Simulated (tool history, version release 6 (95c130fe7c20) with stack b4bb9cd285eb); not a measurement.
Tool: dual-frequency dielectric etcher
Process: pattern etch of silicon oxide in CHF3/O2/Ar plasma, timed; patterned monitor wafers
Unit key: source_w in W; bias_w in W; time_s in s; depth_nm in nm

run  hour  source_w  bias_w  time_s  depth_nm
  1     0       840     174     391    845.17
  2   3.1       800     173     391     830.7
  3   4.3       940     173     391    873.57
  4  11.1      1090     173     391    919.04
  5  17.9      1000     169   390.5     880.7
  6  23.9       930     166     390    850.48
  7    25       880     164     390    838.93
  8    32       830     162   389.5    819.17

Forecast run 9:
  9  34.2       800     160   389.5         ?

Run 9 came out at depth_nm 808.86 nm.
